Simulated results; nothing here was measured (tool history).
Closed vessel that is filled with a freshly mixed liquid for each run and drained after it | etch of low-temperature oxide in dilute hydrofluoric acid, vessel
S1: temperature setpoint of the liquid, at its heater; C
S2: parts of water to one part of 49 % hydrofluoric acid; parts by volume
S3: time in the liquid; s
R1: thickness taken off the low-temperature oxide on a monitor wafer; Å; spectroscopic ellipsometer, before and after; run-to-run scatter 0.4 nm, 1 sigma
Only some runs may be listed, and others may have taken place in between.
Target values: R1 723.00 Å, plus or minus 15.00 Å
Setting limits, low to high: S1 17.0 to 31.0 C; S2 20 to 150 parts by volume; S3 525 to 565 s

run	hour	S1	S2	S3	R1
1	0.0	23.0	85	525	909.53
2	2.2	21.0	85	525	831.00
3	7.6	20.0	85	525	800.47
4	16.3	20.0	85	565	861.28
5	17.5	20.0	70	565	1066.60
6	26.5	19.0	75	565	952.37
7	33.0	18.5	80	565	868.16
8	39.4	18.0	85	565	788.83
9	47.8	17.5	85	565	772.84
10	52.9	17.0	85	565	758.91

Exactly one of the 5 candidate moves below puts every result within its allowed miss. Which one?
A	58.0	17.5	90	555	?
B	58.0	17.0	85	560	?
C	58.0	17.0	90	545	?
D	58.0	18.5	80	545	?
E	58.0	17.0	90	535	?

move	R1
A	723.49
B	760.78
C	695.57
D	842.85
E	682.81
A: every result lands within tolerance
B: the biggest miss grows against the last run
C: pushes the last run's worst result past its target
D: the biggest miss grows against the last run
E: pushes the last run's worst result past its target
So the answer is move A, the one that meets all the targets.
